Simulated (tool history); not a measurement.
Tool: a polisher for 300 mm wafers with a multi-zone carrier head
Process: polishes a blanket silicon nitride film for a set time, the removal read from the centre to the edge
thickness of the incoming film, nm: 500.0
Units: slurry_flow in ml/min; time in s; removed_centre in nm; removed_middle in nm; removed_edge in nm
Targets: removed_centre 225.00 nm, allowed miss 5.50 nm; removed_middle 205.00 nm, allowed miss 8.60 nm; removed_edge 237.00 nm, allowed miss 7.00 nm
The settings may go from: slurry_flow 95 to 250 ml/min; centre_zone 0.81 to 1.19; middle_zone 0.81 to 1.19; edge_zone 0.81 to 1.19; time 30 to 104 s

run	hour	slurry_flow	centre_zone	middle_zone	edge_zone	time	removed_centre	removed_middle	removed_edge
1	0.0	160	1.00	1.00	1.00	67	160.93	162.34	162.53
2	1.2	170	1.01	0.98	1.06	73	179.30	174.76	185.02
3	3.7	180	1.02	0.97	1.10	76	191.45	181.51	194.95
4	8.1	180	1.02	0.96	1.12	80	201.82	193.64	209.93
5	16.4	190	1.02	0.94	1.14	82	206.85	191.03	214.75
6	21.6	190	1.02	1.02	1.14	82	205.63	203.29	217.70
7	27.5	190	1.02	0.99	1.16	84	211.64	209.46	222.96
8	35.0	200	1.02	0.96	1.17	85	215.31	203.79	229.74

Which of these 4 next moves meets every target?
A	42.5	170	0.95	0.99	1.05	88	?	?	?
B	42.5	190	1.02	0.92	1.15	90	?	?	?
C	42.5	200	0.99	0.97	1.14	82	?	?	?
D	42.5	230	0.95	0.99	1.17	86	?	?	?

move	removed_centre	removed_middle	removed_edge
A	200.13	210.40	222.41
B	223.87	205.61	240.94
C	199.57	197.25	219.57
D	204.86	214.30	236.37
A: further off than the last run
B: meets every target
C: further off than the last run
D: further off than the last run
The right move is B.

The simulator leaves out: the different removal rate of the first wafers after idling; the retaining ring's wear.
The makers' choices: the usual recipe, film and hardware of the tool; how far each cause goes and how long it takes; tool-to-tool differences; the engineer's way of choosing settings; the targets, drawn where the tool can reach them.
